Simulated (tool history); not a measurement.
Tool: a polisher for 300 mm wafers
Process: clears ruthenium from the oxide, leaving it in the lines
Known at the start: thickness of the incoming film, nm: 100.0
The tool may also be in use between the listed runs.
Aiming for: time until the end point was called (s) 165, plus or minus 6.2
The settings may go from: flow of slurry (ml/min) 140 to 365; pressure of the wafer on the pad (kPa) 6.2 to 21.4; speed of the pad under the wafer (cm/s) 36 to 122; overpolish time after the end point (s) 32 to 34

run	hour	flow of slurry (ml/min)	pressure of the wafer on the pad (kPa)	speed of the pad under the wafer (cm/s)	overpolish time after the end point (s)	time until the end point was called (s)
1	0	235	13.8	78	32	138.97
2	5.2	280	13.8	78	32	135.39
3	7.6	280	13.1	78	32	142.7
4	13.9	245	13.1	78	32	146.19
5	19.9	245	13.1	64	32	174.07
6	28.2	245	13.1	52	32	206.68
7	35.3	245	13.8	52	32	195.51
8	38.3	245	14.5	52	32	190.44
9	39.6	250	17.2	52	32	160.78

Which of these 5 next moves meets every target?
A	40.9	285	15.9	64	32	?
B	40.9	230	19.3	44	32	?
C	40.9	295	15.2	52	34	?
D	40.9	250	19.3	48	32	?
E	40.9	215	15.2	64	34	?

move	time until the end point was called (s)
A	141.11
B	163.41
C	175.65
D	150.75
E	151.46
A: its largest miss is bigger than the last run's
B: every result within its allowed miss
C: takes the biggest miss from the last run beyond its target
D: its largest miss is bigger than the last run's
E: its largest miss is bigger than the last run's
The move that meets every target is B.
